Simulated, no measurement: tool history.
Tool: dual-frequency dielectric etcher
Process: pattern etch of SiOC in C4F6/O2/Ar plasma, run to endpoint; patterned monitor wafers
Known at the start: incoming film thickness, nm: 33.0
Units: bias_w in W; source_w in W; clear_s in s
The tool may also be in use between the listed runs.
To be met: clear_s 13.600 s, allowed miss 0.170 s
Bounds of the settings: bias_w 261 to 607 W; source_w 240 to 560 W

{"run": 1, "hour": 0.0, "bias_w": 434, "source_w": 400, "clear_s": 11.776}
{"run": 2, "hour": 7.9, "bias_w": 412, "source_w": 400, "clear_s": 11.979}
{"run": 3, "hour": 12.4, "bias_w": 412, "source_w": 370, "clear_s": 12.532}
{"run": 4, "hour": 18.2, "bias_w": 412, "source_w": 420, "clear_s": 11.695}
{"run": 5, "hour": 21.8, "bias_w": 393, "source_w": 420, "clear_s": 11.825}
{"hour": 28.8, "done": "wet clean of the chamber"}
{"run": 6, "hour": 28.8, "bias_w": 376, "source_w": 410, "clear_s": 11.806}
{"run": 7, "hour": 32.3, "bias_w": 290, "source_w": 330, "clear_s": 14.513}
{"run": 8, "hour": 35.9, "bias_w": 300, "source_w": 330, "clear_s": 14.39}
{"run": 9, "hour": 38.2, "bias_w": 309, "source_w": 330, "clear_s": 14.31}
{"run": 10, "hour": 41.3, "bias_w": 317, "source_w": 330, "clear_s": 14.188}

4 next moves are on the table. One of them brings every result within its allowed miss. Which?
{"run": "A", "hour": 44.4, "bias_w": 267, "source_w": 330, "clear_s": "?"}
{"run": "B", "hour": 44.4, "bias_w": 289, "source_w": 330, "clear_s": "?"}
{"run": "C", "hour": 44.4, "bias_w": 325, "source_w": 350, "clear_s": "?"}
{"run": "D", "hour": 44.4, "bias_w": 298, "source_w": 330, "clear_s": "?"}

move=A clear_s=15.038
move=B clear_s=14.643
move=C clear_s=13.617
move=D clear_s=14.491
A: further off than the last run
B: further off than the last run
C: meets every target
D: further off than the last run
The right move is C.

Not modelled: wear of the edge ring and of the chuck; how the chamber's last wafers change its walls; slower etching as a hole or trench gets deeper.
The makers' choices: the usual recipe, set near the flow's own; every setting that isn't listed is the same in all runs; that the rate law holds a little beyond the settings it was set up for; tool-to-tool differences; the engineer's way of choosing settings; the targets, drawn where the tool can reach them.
